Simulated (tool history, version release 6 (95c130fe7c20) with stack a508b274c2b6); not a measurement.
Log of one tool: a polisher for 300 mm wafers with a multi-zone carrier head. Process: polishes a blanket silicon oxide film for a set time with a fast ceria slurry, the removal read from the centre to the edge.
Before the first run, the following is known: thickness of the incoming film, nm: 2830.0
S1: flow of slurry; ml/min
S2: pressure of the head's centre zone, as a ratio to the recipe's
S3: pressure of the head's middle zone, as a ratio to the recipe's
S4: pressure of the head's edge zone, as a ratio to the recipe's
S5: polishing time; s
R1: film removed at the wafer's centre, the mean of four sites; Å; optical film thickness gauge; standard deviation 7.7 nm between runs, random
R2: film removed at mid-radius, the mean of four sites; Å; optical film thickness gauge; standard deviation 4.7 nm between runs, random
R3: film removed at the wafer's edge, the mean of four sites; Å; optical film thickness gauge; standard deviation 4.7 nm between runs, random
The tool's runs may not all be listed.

run	day	S1	S2	S3	S4	S5	R1	R2	R3
1	0.000	180	1.00	1.00	1.00	60	9810.0	10106.0	10323.0
2	0.171	180	1.00	1.03	1.00	60	9936.9	10428.0	10364.0
3	0.392	145	1.00	1.03	1.00	60	9482.8	9875.2	9907.4
4	0.458	140	0.99	1.04	0.96	57	8648.7	9308.0	9283.5
5	0.638	110	0.99	1.04	0.96	57	7965.7	8752.5	8859.1
6	1.004	110	0.99	1.11	0.96	57	8108.9	9255.3	8901.3
# day 1.312: slurry nozzle cleaned
7	1.312	115	1.00	1.12	0.93	54	8656.9	9649.5	8834.3
8	1.396	125	0.98	1.11	0.91	50	7999.4	8991.1	8118.0
9	1.771	130	0.97	1.10	0.89	48	7640.5	8693.6	7906.6

Forecast run 10:
10	2.071	130	0.97	1.10	0.88	46	?	?	?

R1: 7246.8 Å
R2: 8273.6 Å
R3: 7456.5 Å
